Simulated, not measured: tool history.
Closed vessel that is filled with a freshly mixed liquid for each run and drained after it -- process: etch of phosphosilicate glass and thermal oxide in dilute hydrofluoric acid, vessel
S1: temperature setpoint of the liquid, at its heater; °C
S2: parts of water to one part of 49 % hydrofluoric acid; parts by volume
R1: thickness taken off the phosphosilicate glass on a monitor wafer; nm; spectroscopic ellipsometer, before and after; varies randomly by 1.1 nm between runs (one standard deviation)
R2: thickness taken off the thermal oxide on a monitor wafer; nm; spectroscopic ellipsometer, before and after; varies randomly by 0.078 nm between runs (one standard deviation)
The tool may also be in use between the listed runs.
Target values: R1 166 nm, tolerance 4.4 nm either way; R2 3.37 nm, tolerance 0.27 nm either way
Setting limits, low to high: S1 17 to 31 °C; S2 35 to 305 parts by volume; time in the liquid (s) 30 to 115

{"run": 1, "hour": 0.0, "S1": 23, "S2": 170, "time in the liquid (s)": 60, "R1": 53.264, "R2": 1.1191}
{"run": 2, "hour": 1.3, "S1": 25.5, "S2": 130, "time in the liquid (s)": 60, "R1": 81.743, "R2": 1.6798}
{"run": 3, "hour": 4.8, "S1": 27, "S2": 110, "time in the liquid (s)": 60, "R1": 103.84, "R2": 2.1278}
{"run": 4, "hour": 11.3, "S1": 28, "S2": 100, "time in the liquid (s)": 60, "R1": 120.29, "R2": 2.5147}
{"run": 5, "hour": 15.8, "S1": 29, "S2": 95, "time in the liquid (s)": 60, "R1": 133.66, "R2": 2.8156}
{"run": 6, "hour": 22.9, "S1": 29.5, "S2": 90, "time in the liquid (s)": 60, "R1": 144.52, "R2": 2.8425}
{"run": 7, "hour": 26.7, "S1": 30, "S2": 85, "time in the liquid (s)": 60, "R1": 155.63, "R2": 3.3408}
{"hour": 29.7, "done": "hydrofluoric acid flow meter replaced"}
{"run": 8, "hour": 29.7, "S1": 28.5, "S2": 70, "time in the liquid (s)": 60, "R1": 210.43, "R2": 4.3392}
{"run": 9, "hour": 38.1, "S1": 29, "S2": 75, "time in the liquid (s)": 60, "R1": 199.57, "R2": 4.0173}
{"run": 10, "hour": 46.7, "S1": 25, "S2": 85, "time in the liquid (s)": 60, "R1": 148.33, "R2": 2.9386}
{"run": 11, "hour": 49.2, "S1": 26, "S2": 85, "time in the liquid (s)": 60, "R1": 153.31, "R2": 3.1226}
{"run": 12, "hour": 58.0, "S1": 27.5, "S2": 80, "time in the liquid (s)": 60, "R1": 174.08, "R2": 3.566}
{"run": 13, "hour": 65.0, "S1": 27, "S2": 80, "time in the liquid (s)": 60, "R1": 170.86, "R2": 3.3816}
{"run": 14, "hour": 73.5, "S1": 27.5, "S2": 80, "time in the liquid (s)": 60, "R1": 172.99, "R2": 3.4756}

Exercise: of the 4 proposed moves below, exactly one satisfies all targets within the stated allowed misses. Which move is it?
{"run": "A", "hour": 82.0, "S1": 31, "S2": 80, "time in the liquid (s)": 50, "R1": "?", "R2": "?"}
{"run": "B", "hour": 82.0, "S1": 25.5, "S2": 70, "time in the liquid (s)": 60, "R1": "?", "R2": "?"}
{"run": "C", "hour": 82.0, "S1": 19, "S2": 55, "time in the liquid (s)": 60, "R1": "?", "R2": "?"}
{"run": "D", "hour": 82.0, "S1": 31, "S2": 130, "time in the liquid (s)": 95, "R1": "?", "R2": "?"}

move=A R1=166.43 R2=3.3265
move=B R1=186.89 R2=3.7355
move=C R1=185.25 R2=3.7027
move=D R1=181.12 R2=3.6201
A: all results land within tolerance of their targets
B: its largest miss is bigger than the last run's
C: its largest miss is bigger than the last run's
D: its largest miss is bigger than the last run's
Correct choice: A, which meets every target
